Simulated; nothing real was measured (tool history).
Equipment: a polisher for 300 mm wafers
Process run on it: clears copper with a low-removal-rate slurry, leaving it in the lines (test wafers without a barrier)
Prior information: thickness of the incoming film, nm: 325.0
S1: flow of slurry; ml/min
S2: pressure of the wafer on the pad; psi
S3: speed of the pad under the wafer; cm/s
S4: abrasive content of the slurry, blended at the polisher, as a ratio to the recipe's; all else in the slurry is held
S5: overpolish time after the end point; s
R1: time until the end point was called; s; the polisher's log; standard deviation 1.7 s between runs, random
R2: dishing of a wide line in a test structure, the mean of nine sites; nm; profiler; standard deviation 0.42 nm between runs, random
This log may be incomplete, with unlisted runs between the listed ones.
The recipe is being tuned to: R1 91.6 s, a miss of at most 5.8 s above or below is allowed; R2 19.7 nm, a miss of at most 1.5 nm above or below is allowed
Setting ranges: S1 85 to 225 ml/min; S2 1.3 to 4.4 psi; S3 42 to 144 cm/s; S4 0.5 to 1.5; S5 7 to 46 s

| run | hour | S1 | S2 | S3 | S4 | S5 | R1 | R2 |
|---|---|---|---|---|---|---|---|---|
| 1 | 0 | 145 | 2.8 | 92 | 1 | 24 | 113.84 | 47.502 |
| 2 | 7.7 | 145 | 3.4 | 92 | 1 | 24 | 92.328 | 54.869 |
| 3 | 16.3 | 145 | 3.4 | 72 | 1 | 24 | 116.17 | 46.285 |
| 4 | 24.6 | 145 | 3.4 | 72 | 1.15 | 24 | 116.98 | 49.788 |
| 5 | 29 | 135 | 3.4 | 74 | 1.05 | 21 | 112.31 | 42.913 |
| 6 | 32.1 | 110 | 3.4 | 74 | 1.05 | 21 | 120.66 | 40.128 |
| 7 | 36.6 | 105 | 3.5 | 76 | 0.95 | 19 | 121.63 | 37.975 |
| 8 | 37.7 | 145 | 2.7 | 102 | 1.2 | 8 | 99.34 | 20.218 |
| 9 | 40.9 | 150 | 2.7 | 104 | 1.25 | 7 | 99.346 | 18.661 |

Below are 5 possible settings for the next run. Only one of them brings all results inside the allowed miss of their targets. Which is it?
| A | 44.1 | 170 | 2.4 | 124 | 1.15 | 7 | ? | ? |
| B | 44.1 | 150 | 2.5 | 110 | 1.15 | 7 | ? | ? |
| C | 44.1 | 175 | 2.8 | 128 | 1.05 | 7 | ? | ? |
| D | 44.1 | 160 | 2.4 | 106 | 1.2 | 10 | ? | ? |
| E | 44.1 | 120 | 2.8 | 140 | 1.15 | 7 | ? | ? |

| move | R1 | R2 |
|---|---|---|
| A | 91.716 | 19.912 |
| B | 101.2 | 18.171 |
| C | 77.785 | 23.322 |
| D | 106.84 | 24.072 |
| E | 75.261 | 24.048 |
A: in spec on every target
B: lands further from the targets than the last run did
C: the result that was furthest off in the last run now lies on the other side of its target
D: lands further from the targets than the last run did
E: the result that was furthest off in the last run now lies on the other side of its target
Go with A: it meets all targets.

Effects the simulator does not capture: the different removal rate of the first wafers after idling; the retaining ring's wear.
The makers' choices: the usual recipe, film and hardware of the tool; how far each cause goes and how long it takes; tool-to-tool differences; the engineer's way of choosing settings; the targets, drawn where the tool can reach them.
